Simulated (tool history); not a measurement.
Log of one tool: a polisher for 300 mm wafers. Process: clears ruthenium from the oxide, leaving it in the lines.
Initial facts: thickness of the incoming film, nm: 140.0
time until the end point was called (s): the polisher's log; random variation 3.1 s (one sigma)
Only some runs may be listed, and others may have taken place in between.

run,day,flow of slurry (ml/min),pressure of the wafer on the pad (kPa),speed of the pad under the wafer (m/s),overpolish time after the end point (s),time until the end point was called (s)
1,0.000,250,15.9,0.90,8,140.94
2,0.067,250,14.5,0.90,8,158.24
3,0.300,250,14.5,1.08,8,132.08
4,0.654,250,14.5,1.30,8,109.43
5,0.812,250,11.0,1.30,8,145.20
6,0.971,305,11.0,1.30,8,146.23

Forecast run 7:
7,1.200,305,10.3,1.28,8,?

{"run 7": {"time until the end point was called (s)": 155.61}}

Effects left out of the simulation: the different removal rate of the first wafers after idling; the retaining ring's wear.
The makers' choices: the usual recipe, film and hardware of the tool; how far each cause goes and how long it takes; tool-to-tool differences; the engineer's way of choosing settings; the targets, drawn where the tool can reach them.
